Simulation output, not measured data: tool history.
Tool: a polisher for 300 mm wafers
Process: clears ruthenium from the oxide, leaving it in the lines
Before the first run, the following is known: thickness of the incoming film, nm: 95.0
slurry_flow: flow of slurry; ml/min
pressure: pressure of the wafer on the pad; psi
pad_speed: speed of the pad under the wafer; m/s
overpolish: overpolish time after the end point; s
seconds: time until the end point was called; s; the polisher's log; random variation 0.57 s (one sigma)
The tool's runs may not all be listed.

run	hour	slurry_flow	pressure	pad_speed	overpolish	seconds
1	0	300	2.5	0.84	21	60.518
2	5.5	300	2.4	0.84	21	63.866
3	12.1	300	2.3	0.84	21	65.53
4	16.1	300	1.9	0.84	21	76.064
5	20.5	300	2.5	0.84	21	60.928
6	27	300	2.5	0.96	21	55.132

Estimate the outcome of run 7 from the log above:
7	28.3	300	2.4	0.96	21	?

seconds: 56.895 s
